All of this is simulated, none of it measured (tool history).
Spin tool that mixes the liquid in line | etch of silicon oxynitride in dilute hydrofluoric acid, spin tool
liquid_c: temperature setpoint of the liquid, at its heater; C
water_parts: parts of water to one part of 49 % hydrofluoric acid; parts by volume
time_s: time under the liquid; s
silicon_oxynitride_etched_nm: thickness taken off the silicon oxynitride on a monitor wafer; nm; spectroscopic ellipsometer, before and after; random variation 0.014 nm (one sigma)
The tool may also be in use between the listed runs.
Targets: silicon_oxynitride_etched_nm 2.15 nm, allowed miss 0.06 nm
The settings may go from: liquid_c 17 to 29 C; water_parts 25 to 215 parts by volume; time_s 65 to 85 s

Run 1, hour 0: liquid_c 21 C, water_parts 120 parts by volume, time_s 85 s. Result: silicon_oxynitride_etched_nm 1.9218 nm.
Run 2, hour 4.6: liquid_c 21.5 C, water_parts 120 parts by volume, time_s 85 s. Result: silicon_oxynitride_etched_nm 1.9488 nm.
Run 3, hour 7.1: liquid_c 21.5 C, water_parts 120 parts by volume, time_s 65 s. Result: silicon_oxynitride_etched_nm 1.4863 nm.
Run 4, hour 14: liquid_c 23.5 C, water_parts 110 parts by volume, time_s 65 s. Result: silicon_oxynitride_etched_nm 1.8222 nm.
Run 5, hour 21.4: liquid_c 25 C, water_parts 105 parts by volume, time_s 65 s. Result: silicon_oxynitride_etched_nm 2.0434 nm.
Run 6, hour 24.7: liquid_c 25 C, water_parts 70 parts by volume, time_s 65 s. Result: silicon_oxynitride_etched_nm 3.1367 nm.
Run 7, hour 28.4: liquid_c 23 C, water_parts 75 parts by volume, time_s 65 s. Result: silicon_oxynitride_etched_nm 2.6716 nm.
Run 8, hour 30.8: liquid_c 21 C, water_parts 75 parts by volume, time_s 65 s. Result: silicon_oxynitride_etched_nm 2.3837 nm.

Which of these 4 next moves meets every target?
Run A, hour 33.2: liquid_c 18 C, water_parts 60 parts by volume, time_s 65 s. Result: silicon_oxynitride_etched_nm ?.
Run B, hour 33.2: liquid_c 20 C, water_parts 80 parts by volume, time_s 65 s. Result: silicon_oxynitride_etched_nm ?.
Run C, hour 33.2: liquid_c 19 C, water_parts 60 parts by volume, time_s 65 s. Result: silicon_oxynitride_etched_nm ?.
Run D, hour 33.2: liquid_c 17 C, water_parts 65 parts by volume, time_s 80 s. Result: silicon_oxynitride_etched_nm ?.

move  silicon_oxynitride_etched_nm
   A                        2.6405
   B                        2.1589
   C                        2.7776
   D                        2.8416
A: further off than the last run
B: meets every target
C: further off than the last run
D: further off than the last run
Answer: B
